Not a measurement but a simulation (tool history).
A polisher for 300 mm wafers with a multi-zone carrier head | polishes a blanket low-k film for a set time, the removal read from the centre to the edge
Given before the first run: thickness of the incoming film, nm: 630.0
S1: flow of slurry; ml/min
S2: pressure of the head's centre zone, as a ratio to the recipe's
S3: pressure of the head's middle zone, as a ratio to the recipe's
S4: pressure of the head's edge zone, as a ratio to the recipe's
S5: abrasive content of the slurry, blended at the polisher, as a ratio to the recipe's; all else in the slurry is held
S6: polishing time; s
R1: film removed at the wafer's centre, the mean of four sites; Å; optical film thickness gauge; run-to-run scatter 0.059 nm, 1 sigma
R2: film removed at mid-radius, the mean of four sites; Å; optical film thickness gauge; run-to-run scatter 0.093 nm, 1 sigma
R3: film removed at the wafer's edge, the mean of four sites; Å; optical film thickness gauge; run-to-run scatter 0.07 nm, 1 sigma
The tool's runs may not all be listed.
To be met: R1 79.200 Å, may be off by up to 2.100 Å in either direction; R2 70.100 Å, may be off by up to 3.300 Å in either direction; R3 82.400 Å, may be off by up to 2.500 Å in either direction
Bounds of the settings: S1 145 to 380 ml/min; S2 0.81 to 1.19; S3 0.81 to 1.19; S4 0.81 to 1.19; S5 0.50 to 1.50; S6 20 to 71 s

{"run": 1, "hour": 0.0, "S1": 245, "S2": 1.0, "S3": 1.0, "S4": 1.0, "S5": 1.0, "S6": 45, "R1": 166.59, "R2": 158.27, "R3": 161.47}
{"run": 2, "hour": 8.0, "S1": 235, "S2": 0.97, "S3": 0.95, "S4": 0.98, "S5": 0.85, "S6": 40, "R1": 130.35, "R2": 122.98, "R3": 129.11}
{"run": 3, "hour": 10.1, "S1": 235, "S2": 0.97, "S3": 0.98, "S4": 0.98, "S5": 0.85, "S6": 40, "R1": 130.41, "R2": 126.02, "R3": 128.61}
{"run": 4, "hour": 18.8, "S1": 235, "S2": 0.97, "S3": 0.98, "S4": 0.98, "S5": 1.05, "S6": 40, "R1": 147.51, "R2": 141.92, "R3": 144.92}
{"run": 5, "hour": 21.9, "S1": 235, "S2": 0.97, "S3": 0.92, "S4": 0.98, "S5": 1.05, "S6": 40, "R1": 143.6, "R2": 129.17, "R3": 143.11}
{"run": 6, "hour": 25.3, "S1": 205, "S2": 0.97, "S3": 0.92, "S4": 0.98, "S5": 1.05, "S6": 40, "R1": 141.94, "R2": 128.24, "R3": 140.42}
{"run": 7, "hour": 27.5, "S1": 200, "S2": 0.95, "S3": 0.89, "S4": 0.97, "S5": 0.9, "S6": 38, "R1": 121.92, "R2": 110.54, "R3": 124.6}
{"run": 8, "hour": 30.0, "S1": 190, "S2": 0.93, "S3": 0.81, "S4": 0.89, "S5": 0.65, "S6": 28, "R1": 71.418, "R2": 61.48, "R3": 71.864}
{"run": 9, "hour": 33.1, "S1": 210, "S2": 0.93, "S3": 0.82, "S4": 0.93, "S5": 0.65, "S6": 28, "R1": 73.171, "R2": 65.289, "R3": 74.433}
{"run": 10, "hour": 41.3, "S1": 215, "S2": 0.98, "S3": 0.81, "S4": 1.03, "S5": 0.65, "S6": 28, "R1": 77.525, "R2": 63.236, "R3": 78.557}
{"run": 11, "hour": 43.1, "S1": 220, "S2": 0.97, "S3": 0.83, "S4": 1.04, "S5": 0.65, "S6": 28, "R1": 76.72, "R2": 65.309, "R3": 79.826}
{"hour": 52.0, "done": "centre zone pressure recalibrated"}
{"run": 12, "hour": 52.0, "S1": 225, "S2": 0.97, "S3": 0.84, "S4": 1.05, "S5": 0.65, "S6": 28, "R1": 73.954, "R2": 65.914, "R3": 79.628}
{"run": 13, "hour": 60.8, "S1": 225, "S2": 0.98, "S3": 0.85, "S4": 1.05, "S5": 0.65, "S6": 28, "R1": 73.688, "R2": 66.607, "R3": 79.512}

Consider the 5 candidate settings below. Which is the only one whose results all fall within their allowed miss of target?
{"run": "A", "hour": 69.6, "S1": 210, "S2": 0.92, "S3": 0.89, "S4": 1.11, "S5": 0.6, "S6": 27, "R1": "?", "R2": "?", "R3": "?"}
{"run": "B", "hour": 69.6, "S1": 220, "S2": 0.93, "S3": 0.87, "S4": 1.08, "S5": 0.7, "S6": 27, "R1": "?", "R2": "?", "R3": "?"}
{"run": "C", "hour": 69.6, "S1": 245, "S2": 1.06, "S3": 0.96, "S4": 0.91, "S5": 0.6, "S6": 29, "R1": "?", "R2": "?", "R3": "?"}
{"run": "D", "hour": 69.6, "S1": 165, "S2": 1.0, "S3": 0.98, "S4": 1.02, "S5": 0.75, "S6": 27, "R1": "?", "R2": "?", "R3": "?"}
{"run": "E", "hour": 69.6, "S1": 150, "S2": 1.05, "S3": 0.92, "S4": 1.09, "S5": 0.7, "S6": 29, "R1": "?", "R2": "?", "R3": "?"}

move=A R1=62.507 R2=61.453 R3=72.558
move=B R1=70.251 R2=67.009 R3=79.388
move=C R1=79.264 R2=71.833 R3=71.885
move=D R1=74.385 R2=73.273 R3=77.366
move=E R1=78.544 R2=70.105 R3=81.233
A: lands further from the targets than the last run did
B: lands further from the targets than the last run did
C: gets the furthest-off result to its target, but another result is out of tolerance
D: an improvement on the last run, though not all results are within tolerance
E: in spec on every target
The move that meets every target is E.
